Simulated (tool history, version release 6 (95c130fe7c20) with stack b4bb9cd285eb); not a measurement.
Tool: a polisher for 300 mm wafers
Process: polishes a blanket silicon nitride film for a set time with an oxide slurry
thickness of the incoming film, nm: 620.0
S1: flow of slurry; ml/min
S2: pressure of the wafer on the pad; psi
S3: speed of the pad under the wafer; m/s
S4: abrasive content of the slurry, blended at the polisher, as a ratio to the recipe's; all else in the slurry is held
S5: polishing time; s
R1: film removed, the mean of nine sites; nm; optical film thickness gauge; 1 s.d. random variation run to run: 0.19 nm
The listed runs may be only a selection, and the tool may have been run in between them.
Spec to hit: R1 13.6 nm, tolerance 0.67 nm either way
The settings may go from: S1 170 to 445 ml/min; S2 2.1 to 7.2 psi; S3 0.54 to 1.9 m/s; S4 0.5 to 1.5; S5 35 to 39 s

run    day   S1   S2    S3    S4  S5      R1
  1      0  285  4.6  1.22     1  39  33.836
  2   0.35  285  4.6  1.22     1  39   33.61
  3  0.592  285  3.8  1.06  0.95  39  24.345
  4  0.667  285  3.3  0.98  0.95  39  19.986
  5  0.908  285  3.3  0.84  0.95  39  18.034
  6  1.171  285  3.3  0.68  0.95  39  15.439
  7  1.375  285  3.1  0.68  0.95  39  14.782
  8  1.692  285  2.7  0.66  0.95  39  12.855

Consider the 5 candidate settings below. Which is the only one whose results all fall within their allowed miss of target?
  A  2.008  240  2.3  0.78   0.9  39   ?
  B  2.008  280  2.7   0.7     1  35   ?
  C  2.008  325  3.1  0.72   0.9  35   ?
  D  2.008  275  2.2  0.72  1.05  39   ?
  E  2.008  280  2.4  0.84  0.95  36   ?

move      R1
   A  11.567
   B  12.334
   C  13.499
   D   11.88
   E  12.367
A: the biggest miss grows against the last run
B: the biggest miss grows against the last run
C: in spec on every target
D: the biggest miss grows against the last run
E: the biggest miss grows against the last run
So the answer is move C, the one that meets all the targets.
